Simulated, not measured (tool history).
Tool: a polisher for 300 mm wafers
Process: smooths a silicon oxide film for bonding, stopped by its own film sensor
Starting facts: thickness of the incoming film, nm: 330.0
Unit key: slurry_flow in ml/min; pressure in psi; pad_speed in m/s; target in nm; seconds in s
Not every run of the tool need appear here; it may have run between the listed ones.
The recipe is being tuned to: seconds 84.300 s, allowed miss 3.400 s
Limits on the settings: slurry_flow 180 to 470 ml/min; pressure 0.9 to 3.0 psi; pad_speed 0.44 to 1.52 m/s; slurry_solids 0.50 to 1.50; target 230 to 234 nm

run	hour	slurry_flow	pressure	pad_speed	slurry_solids	target	seconds
1	0.0	300	1.9	0.98	1.00	234	117.940
2	4.1	300	1.9	0.98	1.00	234	121.420
3	6.8	265	1.9	0.98	1.00	234	119.800
4	7.7	265	1.9	0.86	1.00	234	135.250
5	14.6	265	1.9	0.72	1.00	234	153.330
6	17.3	265	2.2	0.72	1.00	234	136.410
7	19.0	265	2.3	0.74	1.00	234	124.310
8	24.4	265	2.4	0.74	1.00	234	119.290
9	29.6	265	2.5	0.74	1.00	234	114.740
10	33.3	265	2.8	0.80	1.00	234	97.501
11	35.5	265	2.9	0.84	1.00	234	90.941

Exactly one of the 4 candidate moves below puts every result within its allowed miss. Which one?
A	37.7	235	3.0	0.76	1.05	234	?
B	37.7	255	3.0	0.90	0.95	234	?
C	37.7	310	3.0	0.78	1.05	234	?
D	37.7	310	2.8	0.78	0.90	234	?

move	seconds
A	93.392
B	85.229
C	89.084
D	103.490
A: the biggest miss grows against the last run
B: in spec on every target
C: nearer the targets than the last run, but a result is still out of spec
D: the biggest miss grows against the last run
B is the move that brings every result within its allowed miss.

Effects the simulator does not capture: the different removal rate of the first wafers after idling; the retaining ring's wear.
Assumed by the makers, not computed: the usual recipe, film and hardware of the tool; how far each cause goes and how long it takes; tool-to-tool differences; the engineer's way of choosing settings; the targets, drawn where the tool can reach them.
